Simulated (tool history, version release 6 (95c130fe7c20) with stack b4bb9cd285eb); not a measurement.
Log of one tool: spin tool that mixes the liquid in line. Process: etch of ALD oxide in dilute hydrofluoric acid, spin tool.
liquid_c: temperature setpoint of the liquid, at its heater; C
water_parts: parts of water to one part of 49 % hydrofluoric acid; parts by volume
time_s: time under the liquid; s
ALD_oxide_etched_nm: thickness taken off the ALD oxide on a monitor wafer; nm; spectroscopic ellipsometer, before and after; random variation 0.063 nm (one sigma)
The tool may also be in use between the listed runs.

run,hour,liquid_c,water_parts,time_s,ALD_oxide_etched_nm
1,0,20,105,110,13.496
2,4.1,20,105,120,14.738
3,9.2,19.5,110,120,13.752
4,15.9,22,110,120,15.079
5,21.4,22,110,120,15.2
6,24.7,21,115,120,13.913
7,32.3,20,120,120,12.579
8,36.8,19.5,125,120,11.883
9,41.7,19,130,120,11.063
10,44.3,18.5,130,120,10.925

Forecast run 11:
11,47.9,18,130,120,?

ALD_oxide_etched_nm: 10.705 nm
